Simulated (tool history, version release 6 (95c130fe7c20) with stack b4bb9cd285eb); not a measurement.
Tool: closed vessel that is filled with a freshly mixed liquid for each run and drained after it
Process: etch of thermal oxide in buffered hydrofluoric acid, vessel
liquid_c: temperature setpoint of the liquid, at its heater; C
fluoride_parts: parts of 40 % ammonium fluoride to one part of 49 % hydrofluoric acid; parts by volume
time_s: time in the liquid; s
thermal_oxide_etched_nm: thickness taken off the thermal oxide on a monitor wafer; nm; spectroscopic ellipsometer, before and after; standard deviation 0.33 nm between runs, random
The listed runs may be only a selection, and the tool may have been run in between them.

{"run": 1, "day": 0.0, "liquid_c": 21, "fluoride_parts": 13.5, "time_s": 95, "thermal_oxide_etched_nm": 66.147}
{"run": 2, "day": 0.042, "liquid_c": 21, "fluoride_parts": 10, "time_s": 95, "thermal_oxide_etched_nm": 89.244}
{"run": 3, "day": 0.304, "liquid_c": 22.5, "fluoride_parts": 10, "time_s": 95, "thermal_oxide_etched_nm": 96.443}
{"run": 4, "day": 0.438, "liquid_c": 25.5, "fluoride_parts": 10, "time_s": 95, "thermal_oxide_etched_nm": 114.48}
{"run": 5, "day": 0.754, "liquid_c": 25, "fluoride_parts": 10, "time_s": 95, "thermal_oxide_etched_nm": 110.77}
{"run": 6, "day": 1.117, "liquid_c": 25, "fluoride_parts": 12.5, "time_s": 95, "thermal_oxide_etched_nm": 89.102}
{"run": 7, "day": 1.425, "liquid_c": 25.5, "fluoride_parts": 12.5, "time_s": 95, "thermal_oxide_etched_nm": 91.196}

Expected results for the next run?
{"run": 8, "day": 1.571, "liquid_c": 26, "fluoride_parts": 12.5, "time_s": 95, "thermal_oxide_etched_nm": "?"}

{"run 8": {"thermal_oxide_etched_nm": 94.21}}
